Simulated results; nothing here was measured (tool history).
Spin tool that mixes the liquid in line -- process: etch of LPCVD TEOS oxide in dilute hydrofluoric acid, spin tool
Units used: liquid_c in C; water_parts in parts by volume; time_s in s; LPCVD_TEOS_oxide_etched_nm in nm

| run | hour | liquid_c | water_parts | time_s | LPCVD_TEOS_oxide_etched_nm |
|---|---|---|---|---|---|
| 1 | 0 | 23 | 120 | 20 | 2.3535 |
| 2 | 2.6 | 24.5 | 110 | 20 | 2.7158 |
| 3 | 5.5 | 22.5 | 110 | 20 | 2.5157 |
| 4 | 12.1 | 20.5 | 110 | 20 | 2.3008 |
| 5 | 14.8 | 22 | 110 | 20 | 2.4335 |
| 6 | 21.3 | 23.5 | 105 | 20 | 2.7718 |

Run 7 comes next. What will it give?
| 7 | 26.8 | 25 | 100 | 20 | ? |

LPCVD_TEOS_oxide_etched_nm: 3.069 nm

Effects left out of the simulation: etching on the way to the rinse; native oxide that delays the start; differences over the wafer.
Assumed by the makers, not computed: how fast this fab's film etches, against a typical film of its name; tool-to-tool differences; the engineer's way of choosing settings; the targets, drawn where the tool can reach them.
